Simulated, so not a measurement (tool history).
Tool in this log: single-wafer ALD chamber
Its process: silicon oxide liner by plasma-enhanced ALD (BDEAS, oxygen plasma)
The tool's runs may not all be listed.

run,hour,heater temperature setpoint (deg C),number of ALD cycles (cycles),mean film thickness on the monitor wafer (Å)
1,0.0,310,52,48.715
2,7.7,310,55,51.548
3,10.5,310,53,49.930
4,18.9,310,51,47.925
5,23.2,310,47,44.207
6,25.3,315,47,43.832

Predict the results of run 7:
7,34.2,315,47,?

Run 7 yielded mean film thickness on the monitor wafer (Å) 44.145.
